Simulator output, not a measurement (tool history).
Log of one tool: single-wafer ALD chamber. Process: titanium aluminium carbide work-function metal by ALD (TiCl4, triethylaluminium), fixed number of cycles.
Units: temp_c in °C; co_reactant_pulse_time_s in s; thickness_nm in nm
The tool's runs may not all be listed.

run 1 hour=0.0 | temp_c=305 co_reactant_pulse_time_s=12.61 | thickness_nm=2.0945
run 2 hour=2.6 | temp_c=302 co_reactant_pulse_time_s=11.90 | thickness_nm=2.0748
run 3 hour=8.9 | temp_c=300 co_reactant_pulse_time_s=11.11 | thickness_nm=2.0360
run 4 hour=14.7 | temp_c=290 co_reactant_pulse_time_s=11.11 | thickness_nm=1.9725
run 5 hour=21.9 | temp_c=295 co_reactant_pulse_time_s=11.11 | thickness_nm=1.9944
run 6 hour=29.5 | temp_c=293 co_reactant_pulse_time_s=10.61 | thickness_nm=1.9651
run 7 hour=33.0 | temp_c=292 co_reactant_pulse_time_s=10.27 | thickness_nm=1.9625
run 8 hour=41.2 | temp_c=291 co_reactant_pulse_time_s=9.84 | thickness_nm=1.9528
run 9 hour=41.8 | temp_c=281 co_reactant_pulse_time_s=5.80 | thickness_nm=1.6503
run 10 hour=43.4 | temp_c=282 co_reactant_pulse_time_s=5.98 | thickness_nm=1.6742
run 11 hour=50.4 | temp_c=282 co_reactant_pulse_time_s=5.98 | thickness_nm=1.6629
run 12 hour=54.0 | temp_c=283 co_reactant_pulse_time_s=6.16 | thickness_nm=1.6985
run 13 hour=55.6 | temp_c=284 co_reactant_pulse_time_s=6.31 | thickness_nm=1.7186
run 14 hour=57.1 | temp_c=285 co_reactant_pulse_time_s=6.42 | thickness_nm=1.7400
run 15 hour=58.9 | temp_c=286 co_reactant_pulse_time_s=6.50 | thickness_nm=1.7388
run 16 hour=65.7 | temp_c=287 co_reactant_pulse_time_s=6.60 | thickness_nm=1.7619

Forecast run 17:
run 17 hour=66.7 | temp_c=287 co_reactant_pulse_time_s=6.66 | thickness_nm=?

thickness_nm: 1.7549 nm
